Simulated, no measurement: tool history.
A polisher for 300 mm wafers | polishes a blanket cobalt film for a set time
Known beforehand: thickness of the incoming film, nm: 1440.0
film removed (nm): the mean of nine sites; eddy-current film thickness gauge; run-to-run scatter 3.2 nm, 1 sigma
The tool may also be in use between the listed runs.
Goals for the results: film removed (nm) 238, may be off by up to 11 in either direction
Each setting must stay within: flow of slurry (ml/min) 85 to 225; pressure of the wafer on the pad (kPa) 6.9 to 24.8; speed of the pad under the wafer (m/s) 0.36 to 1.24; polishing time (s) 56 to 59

run	hour	flow of slurry (ml/min)	pressure of the wafer on the pad (kPa)	speed of the pad under the wafer (m/s)	polishing time (s)	film removed (nm)
1	0	145	15.9	0.8	56	292.2
2	1.6	145	18.6	0.8	56	348.32
3	4.8	145	17.9	0.8	56	333.91
4	7.3	145	21.4	0.8	56	404.29
5	8.1	145	20	0.8	56	374.62
6	14.2	145	16.5	0.8	56	309.9
7	23	145	16.5	0.8	56	307.68
8	24.2	145	15.9	0.8	56	300.08
9	26.3	145	15.2	0.8	56	283.86
10	33.3	145	14.5	0.8	56	274.77
11	41.6	145	13.8	0.8	56	258.67

Below are 5 possible settings for the next run. Only one of them brings all results inside the allowed miss of their targets. Which is it?
A	49.9	130	14.5	0.84	59	?
B	49.9	165	16.5	0.68	56	?
C	49.9	135	13.8	0.7	59	?
D	49.9	140	13.8	0.84	57	?
E	49.9	130	13.8	0.82	59	?

move	film removed (nm)
A	289.75
B	266.76
C	233.48
D	271.1
E	270.01
A: the biggest miss grows against the last run
B: the biggest miss grows against the last run
C: every result within its allowed miss
D: the biggest miss grows against the last run
E: the biggest miss grows against the last run
The right move is C.
